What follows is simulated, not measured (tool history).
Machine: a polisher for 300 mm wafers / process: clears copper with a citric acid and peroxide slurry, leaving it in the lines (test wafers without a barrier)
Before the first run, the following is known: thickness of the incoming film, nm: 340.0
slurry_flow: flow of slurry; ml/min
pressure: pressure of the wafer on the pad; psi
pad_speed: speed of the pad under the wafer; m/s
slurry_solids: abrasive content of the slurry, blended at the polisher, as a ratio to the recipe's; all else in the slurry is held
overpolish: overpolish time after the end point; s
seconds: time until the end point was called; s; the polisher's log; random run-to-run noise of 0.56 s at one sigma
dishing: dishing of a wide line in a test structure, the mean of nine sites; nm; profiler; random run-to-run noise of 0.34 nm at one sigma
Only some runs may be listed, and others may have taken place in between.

run,hour,slurry_flow,pressure,pad_speed,slurry_solids,overpolish,seconds,dishing
1,0,260,3.8,1.26,1,9,97.066,21.422
2,3.2,265,4.1,1.26,1,8,90.325,20.82
3,4.6,255,4.3,1.28,1,7,85.694,19.249
4,12.5,255,4.6,1.28,1,7,79.918,21.269
5,18.5,240,4.7,1.32,1,6,77.033,18.29
6,25,240,4.7,1.32,1,4,75.711,12.796
7,27.6,255,4.8,1.32,1,4,75.262,12.762
8,28.8,255,4.9,1.32,1,4,74.358,13.338

Expected results for the next run?
9,30.8,255,5,1.32,1,4,?,?

Run 9 measured seconds 72.406 s, dishing 13.321 nm.

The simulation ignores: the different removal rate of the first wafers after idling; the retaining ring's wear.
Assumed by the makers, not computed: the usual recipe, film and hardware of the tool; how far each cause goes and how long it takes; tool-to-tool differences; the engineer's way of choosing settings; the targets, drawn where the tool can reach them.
